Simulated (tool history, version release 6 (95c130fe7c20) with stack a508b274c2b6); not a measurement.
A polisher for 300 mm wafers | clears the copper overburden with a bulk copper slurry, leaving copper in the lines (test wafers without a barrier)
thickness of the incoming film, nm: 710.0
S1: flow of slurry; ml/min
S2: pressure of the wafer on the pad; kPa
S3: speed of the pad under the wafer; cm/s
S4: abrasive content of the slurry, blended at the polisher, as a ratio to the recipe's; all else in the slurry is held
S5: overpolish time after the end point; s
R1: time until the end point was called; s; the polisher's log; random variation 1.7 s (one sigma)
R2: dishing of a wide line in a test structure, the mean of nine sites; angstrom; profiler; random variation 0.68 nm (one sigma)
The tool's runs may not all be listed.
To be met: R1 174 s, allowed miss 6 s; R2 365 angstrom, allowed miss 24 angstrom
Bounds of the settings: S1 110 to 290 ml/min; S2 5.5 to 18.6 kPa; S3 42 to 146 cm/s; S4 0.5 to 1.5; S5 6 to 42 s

run 1 hour=0 | S1=185 S2=11.7 S3=94 S4=1 S5=21 | R1=152.6 R2=506.94
run 2 hour=8.5 | S1=185 S2=11 S3=94 S4=1 S5=19 | R1=159 R2=449.38
run 3 hour=9.1 | S1=180 S2=11 S3=94 S4=1 S5=18 | R1=162.35 R2=458.66
run 4 hour=11.3 | S1=180 S2=11 S3=94 S4=1 S5=26 | R1=158.45 R2=530.11
run 5 hour=15.8 | S1=180 S2=11 S3=94 S4=1.15 S5=26 | R1=154.51 R2=545.09
run 6 hour=17.8 | S1=155 S2=11 S3=94 S4=1.15 S5=26 | R1=158.72 R2=544.94
run 7 hour=21.2 | S1=160 S2=10.3 S3=94 S4=1.15 S5=22 | R1=163.06 R2=477.87
run 8 hour=30.1 | S1=160 S2=9.7 S3=94 S4=1.15 S5=20 | R1=171.71 R2=447.21
run 9 hour=33.9 | S1=160 S2=9.7 S3=94 S4=1.15 S5=18 | R1=172.31 R2=410.56
run 10 hour=40.5 | S1=160 S2=9.7 S3=94 S4=1.15 S5=17 | R1=173.18 R2=386.11

Which of these 5 next moves meets every target?
run A hour=47.1 | S1=115 S2=11 S3=94 S4=1.15 S5=19 | R1=? R2=?
run B hour=47.1 | S1=160 S2=9.7 S3=90 S4=1.2 S5=23 | R1=? R2=?
run C hour=47.1 | S1=150 S2=9.7 S3=92 S4=1.1 S5=13 | R1=? R2=?
run D hour=47.1 | S1=200 S2=8.3 S3=96 S4=1.15 S5=19 | R1=? R2=?
run E hour=47.1 | S1=120 S2=9.7 S3=94 S4=1.5 S5=15 | R1=? R2=?

move=A R1=170.63 R2=458.22
move=B R1=177.94 R2=496.07
move=C R1=179.42 R2=335.65
move=D R1=177.85 R2=434.98
move=E R1=173.58 R2=381.69
A: further off than the last run
B: further off than the last run
C: takes the result that was furthest off past its target
D: further off than the last run
E: meets every target
Answer: E
